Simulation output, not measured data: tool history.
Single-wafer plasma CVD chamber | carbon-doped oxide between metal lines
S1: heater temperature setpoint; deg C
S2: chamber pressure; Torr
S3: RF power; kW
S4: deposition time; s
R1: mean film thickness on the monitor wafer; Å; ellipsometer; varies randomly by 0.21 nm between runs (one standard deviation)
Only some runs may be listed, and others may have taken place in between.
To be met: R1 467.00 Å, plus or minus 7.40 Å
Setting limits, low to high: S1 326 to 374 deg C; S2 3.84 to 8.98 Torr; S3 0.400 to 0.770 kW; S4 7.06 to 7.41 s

{"run": 1, "hour": 0.0, "S1": 350, "S2": 6.41, "S3": 0.585, "S4": 7.41, "R1": 421.01}
{"run": 2, "hour": 2.0, "S1": 347, "S2": 6.67, "S3": 0.595, "S4": 7.41, "R1": 426.26}
{"run": 3, "hour": 10.9, "S1": 347, "S2": 6.67, "S3": 0.595, "S4": 7.06, "R1": 408.15}
{"run": 4, "hour": 12.5, "S1": 346, "S2": 6.7, "S3": 0.625, "S4": 7.08, "R1": 416.33}
{"hour": 14.9, "done": "RF generator calibrated"}
{"run": 5, "hour": 14.9, "S1": 346, "S2": 6.72, "S3": 0.66, "S4": 7.13, "R1": 442.08}
{"run": 6, "hour": 19.2, "S1": 346, "S2": 6.73, "S3": 0.67, "S4": 7.14, "R1": 443.07}
{"run": 7, "hour": 28.0, "S1": 345, "S2": 6.76, "S3": 0.68, "S4": 7.15, "R1": 446.85}
{"run": 8, "hour": 32.6, "S1": 345, "S2": 6.77, "S3": 0.69, "S4": 7.16, "R1": 450.38}
{"run": 9, "hour": 39.2, "S1": 345, "S2": 6.79, "S3": 0.7, "S4": 7.17, "R1": 453.31}
{"run": 10, "hour": 47.5, "S1": 344, "S2": 6.82, "S3": 0.705, "S4": 7.17, "R1": 457.76}

Which one of the following 4 next-run settings gets every result inside its allowed miss? There is exactly one.
{"run": "A", "hour": 55.8, "S1": 347, "S2": 7.09, "S3": 0.72, "S4": 7.33, "R1": "?"}
{"run": "B", "hour": 55.8, "S1": 347, "S2": 6.82, "S3": 0.715, "S4": 7.06, "R1": "?"}
{"run": "C", "hour": 55.8, "S1": 353, "S2": 6.84, "S3": 0.715, "S4": 7.06, "R1": "?"}
{"run": "D", "hour": 55.8, "S1": 346, "S2": 6.74, "S3": 0.685, "S4": 7.2, "R1": "?"}

move=A R1=471.88
move=B R1=452.61
move=C R1=445.93
move=D R1=453.66
A: every result within its allowed miss
B: its largest miss is bigger than the last run's
C: its largest miss is bigger than the last run's
D: its largest miss is bigger than the last run's
The move that meets every target is A.
